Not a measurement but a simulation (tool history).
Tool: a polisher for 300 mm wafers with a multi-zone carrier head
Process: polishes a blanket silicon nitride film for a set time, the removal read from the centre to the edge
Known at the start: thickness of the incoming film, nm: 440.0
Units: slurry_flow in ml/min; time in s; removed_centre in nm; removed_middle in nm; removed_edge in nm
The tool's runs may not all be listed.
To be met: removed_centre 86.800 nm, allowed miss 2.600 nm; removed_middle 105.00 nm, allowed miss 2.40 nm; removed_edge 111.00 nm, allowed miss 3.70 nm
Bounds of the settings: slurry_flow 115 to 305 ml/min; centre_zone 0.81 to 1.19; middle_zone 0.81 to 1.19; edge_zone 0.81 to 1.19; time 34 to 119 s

| run | hour | slurry_flow | centre_zone | middle_zone | edge_zone | time | removed_centre | removed_middle | removed_edge |
|---|---|---|---|---|---|---|---|---|---|
| 1 | 0.0 | 195 | 1.00 | 1.00 | 1.00 | 76 | 142.170 | 144.81 | 143.11 |
| 2 | 4.9 | 185 | 0.97 | 0.99 | 1.00 | 73 | 133.380 | 136.25 | 137.52 |
| 3 | 12.5 | 185 | 1.04 | 0.99 | 1.00 | 73 | 139.890 | 134.44 | 139.89 |
| 4 | 20.4 | 175 | 1.01 | 0.99 | 1.02 | 70 | 131.260 | 129.70 | 134.35 |
| 5 | 25.0 | 165 | 0.98 | 0.99 | 1.04 | 67 | 118.860 | 121.31 | 130.03 |
| 6 | 28.3 | 165 | 0.98 | 0.99 | 0.98 | 67 | 118.640 | 122.84 | 124.13 |
| 7 | 32.9 | 160 | 0.95 | 0.99 | 0.99 | 66 | 114.170 | 119.40 | 124.85 |
| 8 | 34.2 | 155 | 0.93 | 0.99 | 0.99 | 65 | 109.070 | 117.63 | 121.38 |
| 9 | 41.8 | 155 | 0.93 | 0.99 | 0.99 | 65 | 110.020 | 116.84 | 119.50 |
| 10 | 46.9 | 150 | 0.91 | 1.00 | 1.00 | 64 | 105.090 | 114.46 | 118.54 |
| 11 | 47.5 | 145 | 0.89 | 1.01 | 1.01 | 63 | 100.490 | 113.26 | 116.09 |
| 12 | 54.9 | 140 | 0.88 | 1.01 | 1.01 | 63 | 97.859 | 111.44 | 115.81 |
| 13 | 61.9 | 135 | 0.87 | 1.01 | 1.01 | 63 | 95.766 | 111.96 | 115.08 |
| 14 | 62.9 | 130 | 0.86 | 1.01 | 1.01 | 63 | 92.869 | 110.52 | 113.91 |
| 15 | 69.1 | 130 | 0.85 | 1.01 | 1.01 | 63 | 92.488 | 109.15 | 115.26 |

Which of these 4 next moves meets every target?
| A | 75.3 | 115 | 0.86 | 0.94 | 1.03 | 69 | ? | ? | ? |
| B | 75.3 | 150 | 0.85 | 1.03 | 1.10 | 57 | ? | ? | ? |
| C | 75.3 | 130 | 0.92 | 1.05 | 0.98 | 58 | ? | ? | ? |
| D | 75.3 | 165 | 0.94 | 1.09 | 0.97 | 55 | ? | ? | ? |

| move | removed_centre | removed_middle | removed_edge |
|---|---|---|---|
| A | 97.776 | 110.39 | 123.21 |
| B | 86.525 | 105.63 | 110.34 |
| C | 91.670 | 105.49 | 103.45 |
| D | 94.564 | 109.09 | 101.47 |
A: further off than the last run
B: meets every target
C: nearer than the last run, and not there yet
D: further off than the last run
Move B is the one to make.
